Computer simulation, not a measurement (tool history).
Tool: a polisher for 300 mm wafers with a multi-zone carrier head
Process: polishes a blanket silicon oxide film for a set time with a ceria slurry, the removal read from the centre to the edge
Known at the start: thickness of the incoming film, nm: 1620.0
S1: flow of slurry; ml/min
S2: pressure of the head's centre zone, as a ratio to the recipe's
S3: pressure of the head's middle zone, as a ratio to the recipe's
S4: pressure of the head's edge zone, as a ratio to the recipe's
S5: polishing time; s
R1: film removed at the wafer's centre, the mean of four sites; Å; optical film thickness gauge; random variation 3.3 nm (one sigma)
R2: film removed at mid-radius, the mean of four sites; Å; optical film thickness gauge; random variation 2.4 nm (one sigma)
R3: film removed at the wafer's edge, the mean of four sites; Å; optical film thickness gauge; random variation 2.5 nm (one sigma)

run  hour   S1    S2    S3    S4  S5      R1      R2      R3
  1   0.0  180  1.00  1.00  1.00  33  2338.9  2308.6  2298.5
  2   3.4  185  1.00  1.01  1.02  34  2412.6  2413.3  2411.7
  3   9.9  190  1.01  1.02  1.04  34  2453.0  2411.2  2402.5
  4  15.0  190  1.01  1.02  1.11  34  2487.7  2395.0  2455.4
  5  18.7  195  1.01  1.02  1.12  35  2488.1  2484.3  2556.6
  6  23.8  195  1.05  1.02  1.12  35  2637.6  2499.6  2577.6
  7  27.4  200  1.05  1.03  1.13  35  2603.9  2514.7  2574.9

Run 8 comes next. What will it give?
  8  35.3  205  1.05  1.03  1.14  35   ?   ?   ?

Run 8 gave R1 2624.7 Å, R2 2517.9 Å, R3 2555.9 Å.

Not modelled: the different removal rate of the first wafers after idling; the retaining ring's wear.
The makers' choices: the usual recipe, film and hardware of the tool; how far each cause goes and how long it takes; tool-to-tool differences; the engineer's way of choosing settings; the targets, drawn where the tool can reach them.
